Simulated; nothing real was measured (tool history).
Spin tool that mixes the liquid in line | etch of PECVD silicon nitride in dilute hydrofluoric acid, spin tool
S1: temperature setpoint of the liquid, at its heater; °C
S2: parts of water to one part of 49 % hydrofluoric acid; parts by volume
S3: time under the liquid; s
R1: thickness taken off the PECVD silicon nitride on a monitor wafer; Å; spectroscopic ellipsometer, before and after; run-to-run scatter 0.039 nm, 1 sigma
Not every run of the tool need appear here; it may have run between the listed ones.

Run 1, hour 0: S1 22 °C, S2 100 parts by volume, S3 305 s. Result: R1 67.33 Å.
Run 2, hour 0.7: S1 20.5 °C, S2 110 parts by volume, S3 305 s. Result: R1 54.784 Å.
Run 3, hour 4.3: S1 20.5 °C, S2 130 parts by volume, S3 305 s. Result: R1 46.162 Å.
Run 4, hour 8.6: S1 20.5 °C, S2 145 parts by volume, S3 305 s. Result: R1 41.401 Å.
Run 5, hour 15.9: S1 20.5 °C, S2 110 parts by volume, S3 305 s. Result: R1 54.738 Å.
Run 6, hour 20.2: S1 20.5 °C, S2 75 parts by volume, S3 305 s. Result: R1 77.366 Å.

For run 7, what comes out?
Run 7, hour 23.6: S1 19.5 °C, S2 90 parts by volume, S3 305 s. Result: R1 ?.

Run 7 came out at R1 62.302 Å.

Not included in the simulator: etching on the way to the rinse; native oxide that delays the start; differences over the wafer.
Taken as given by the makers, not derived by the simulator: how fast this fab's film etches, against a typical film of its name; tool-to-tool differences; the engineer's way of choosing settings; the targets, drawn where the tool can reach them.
